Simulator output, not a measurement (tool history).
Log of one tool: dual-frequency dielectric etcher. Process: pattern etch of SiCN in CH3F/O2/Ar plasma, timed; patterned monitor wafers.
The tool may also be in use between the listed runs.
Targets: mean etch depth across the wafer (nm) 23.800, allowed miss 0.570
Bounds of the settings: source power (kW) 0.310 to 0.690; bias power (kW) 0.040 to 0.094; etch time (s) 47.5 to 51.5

| run | hour | source power (kW) | bias power (kW) | etch time (s) | mean etch depth across the wafer (nm) |
|---|---|---|---|---|---|
| 1 | 0.0 | 0.500 | 0.067 | 51.5 | 20.510 |
| 2 | 7.7 | 0.520 | 0.068 | 51.5 | 20.877 |
| 3 | 11.9 | 0.530 | 0.069 | 51.5 | 21.159 |
| 4 | 19.1 | 0.600 | 0.069 | 51.5 | 22.083 |
| 5 | 26.2 | 0.600 | 0.069 | 47.5 | 20.470 |
| 6 | 31.8 | 0.630 | 0.069 | 47.5 | 20.746 |
| 7 | 33.8 | 0.630 | 0.071 | 48.0 | 21.043 |
| 8 | 35.7 | 0.640 | 0.073 | 48.5 | 21.851 |
| 9 | 42.8 | 0.640 | 0.074 | 48.5 | 21.749 |

5 next moves are on the table. One of them brings every result within its allowed miss. Which?
| A | 49.9 | 0.640 | 0.079 | 51.5 | ? |
| B | 49.9 | 0.660 | 0.073 | 49.0 | ? |
| C | 49.9 | 0.580 | 0.068 | 47.5 | ? |
| D | 49.9 | 0.630 | 0.068 | 50.0 | ? |
| E | 49.9 | 0.650 | 0.075 | 49.5 | ? |

| move | mean etch depth across the wafer (nm) |
|---|---|
| A | 23.670 |
| B | 22.305 |
| C | 20.187 |
| D | 21.940 |
| E | 22.564 |
A: meets every target
B: nearer than the last run, and not there yet
C: further off than the last run
D: nearer than the last run, and not there yet
E: nearer than the last run, and not there yet
Answer: A
